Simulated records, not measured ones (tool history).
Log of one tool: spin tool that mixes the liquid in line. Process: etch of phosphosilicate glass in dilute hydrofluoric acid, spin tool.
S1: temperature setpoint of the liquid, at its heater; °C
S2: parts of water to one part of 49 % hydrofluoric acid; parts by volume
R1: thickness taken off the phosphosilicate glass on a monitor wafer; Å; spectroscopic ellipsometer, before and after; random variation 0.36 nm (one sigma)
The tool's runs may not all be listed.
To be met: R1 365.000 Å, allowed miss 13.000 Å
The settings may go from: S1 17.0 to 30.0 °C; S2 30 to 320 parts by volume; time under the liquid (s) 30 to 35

run 1 hour=0.0 | S1=22.0 S2=175 time_under_the_liquid_(s)=35 | R1=124.580
run 2 hour=7.6 | S1=22.0 S2=175 time_under_the_liquid_(s)=35 | R1=123.000
run 3 hour=9.7 | S1=22.0 S2=175 time_under_the_liquid_(s)=30 | R1=106.050
run 4 hour=15.2 | S1=25.5 S2=175 time_under_the_liquid_(s)=30 | R1=122.990
run 5 hour=22.0 | S1=25.5 S2=175 time_under_the_liquid_(s)=30 | R1=123.020
run 6 hour=28.8 | S1=25.5 S2=230 time_under_the_liquid_(s)=30 | R1=85.676
run 7 hour=32.1 | S1=26.5 S2=180 time_under_the_liquid_(s)=30 | R1=119.470
run 8 hour=40.6 | S1=27.5 S2=140 time_under_the_liquid_(s)=30 | R1=170.320
run 9 hour=42.7 | S1=28.0 S2=115 time_under_the_liquid_(s)=30 | R1=216.700
run 10 hour=50.7 | S1=28.5 S2=100 time_under_the_liquid_(s)=30 | R1=260.650
run 11 hour=53.2 | S1=29.0 S2=90 time_under_the_liquid_(s)=30 | R1=297.100
run 12 hour=62.0 | S1=29.0 S2=85 time_under_the_liquid_(s)=30 | R1=314.490
run 13 hour=67.6 | S1=30.0 S2=65 time_under_the_liquid_(s)=30 | R1=447.720
run 14 hour=70.8 | S1=27.5 S2=65 time_under_the_liquid_(s)=30 | R1=408.150

Which of these 5 next moves meets every target?
run A hour=74.0 | S1=25.5 S2=60 time_under_the_liquid_(s)=35 | R1=?
run B hour=74.0 | S1=28.5 S2=85 time_under_the_liquid_(s)=35 | R1=?
run C hour=74.0 | S1=30.0 S2=65 time_under_the_liquid_(s)=30 | R1=?
run D hour=74.0 | S1=30.0 S2=85 time_under_the_liquid_(s)=30 | R1=?
run E hour=74.0 | S1=24.0 S2=80 time_under_the_liquid_(s)=35 | R1=?

move=A R1=464.600
move=B R1=356.630
move=C R1=436.000
move=D R1=323.730
move=E R1=319.540
A: further off than the last run
B: meets every target
C: further off than the last run
D: takes the result that was furthest off past its target
E: takes the result that was furthest off past its target
The right move is B.

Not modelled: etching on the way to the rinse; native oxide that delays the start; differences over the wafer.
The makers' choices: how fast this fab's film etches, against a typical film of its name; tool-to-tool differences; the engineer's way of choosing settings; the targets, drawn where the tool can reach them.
